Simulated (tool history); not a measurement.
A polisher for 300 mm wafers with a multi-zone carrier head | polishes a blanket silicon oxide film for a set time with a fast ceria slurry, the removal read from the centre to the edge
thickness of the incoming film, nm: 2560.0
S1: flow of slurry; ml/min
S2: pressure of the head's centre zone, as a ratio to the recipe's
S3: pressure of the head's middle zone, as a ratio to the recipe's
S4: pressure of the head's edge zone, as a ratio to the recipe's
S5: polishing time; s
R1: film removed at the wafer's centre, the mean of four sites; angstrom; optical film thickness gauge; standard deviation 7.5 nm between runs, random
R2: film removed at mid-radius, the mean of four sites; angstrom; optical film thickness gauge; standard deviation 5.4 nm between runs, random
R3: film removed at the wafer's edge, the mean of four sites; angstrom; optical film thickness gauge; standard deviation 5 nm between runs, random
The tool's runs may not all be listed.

run  hour   S1    S2    S3    S4  S5      R1      R2      R3
  1   0.0  270  1.00  1.00  1.00  49  9781.9  9965.6  9840.9
  2   1.0  270  1.01  1.01  0.97  45  9204.9  9352.3  9030.1
  3   6.9  270  1.01  1.09  0.97  45  9232.6  9947.4  8781.1
  4  10.7  270  1.01  1.09  0.97  40  7984.1  8875.0  7766.7
  5  14.2  265  1.03  1.08  0.95  38  7763.0  8408.0  7305.6
  6  22.9  265  1.08  1.08  0.95  38  8196.6  8328.8  7336.8
  7  27.3  260  1.08  1.07  0.93  37  7869.7  7975.9  7245.8
  8  34.8  265  1.09  1.08  0.92  35  7664.7  7685.6  6788.6

Run 9, settings as shown, results not yet in. Your forecast:
  9  39.6  265  1.09  1.08  0.90  34   ?   ?   ?

Run 9 gave R1 7222.3 angstrom, R2 7353.4 angstrom, R3 6468.8 angstrom.
